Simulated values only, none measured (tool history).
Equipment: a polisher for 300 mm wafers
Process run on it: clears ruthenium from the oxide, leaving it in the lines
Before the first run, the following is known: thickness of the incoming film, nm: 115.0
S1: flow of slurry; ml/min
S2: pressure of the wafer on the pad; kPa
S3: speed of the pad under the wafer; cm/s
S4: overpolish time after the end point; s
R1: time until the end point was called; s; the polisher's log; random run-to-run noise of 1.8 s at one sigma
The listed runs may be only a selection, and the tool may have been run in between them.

run 1 hour=0 | S1=250 S2=17.2 S3=78 S4=36 | R1=146.35
run 2 hour=5.6 | S1=250 S2=17.2 S3=88 S4=36 | R1=128.23
run 3 hour=9.9 | S1=250 S2=16.5 S3=88 S4=36 | R1=137.86
run 4 hour=11.3 | S1=250 S2=15.9 S3=88 S4=36 | R1=139.25
run 5 hour=13.1 | S1=250 S2=15.2 S3=88 S4=36 | R1=145.6
run 6 hour=15.8 | S1=250 S2=17.9 S3=88 S4=36 | R1=128.12
run 7 hour=20.9 | S1=250 S2=17.2 S3=88 S4=36 | R1=130.28

What does the tool deliver on the next run?
run 8 hour=28.9 | S1=250 S2=16.5 S3=88 S4=36 | R1=?

{"run 8": {"R1": 134.29}}

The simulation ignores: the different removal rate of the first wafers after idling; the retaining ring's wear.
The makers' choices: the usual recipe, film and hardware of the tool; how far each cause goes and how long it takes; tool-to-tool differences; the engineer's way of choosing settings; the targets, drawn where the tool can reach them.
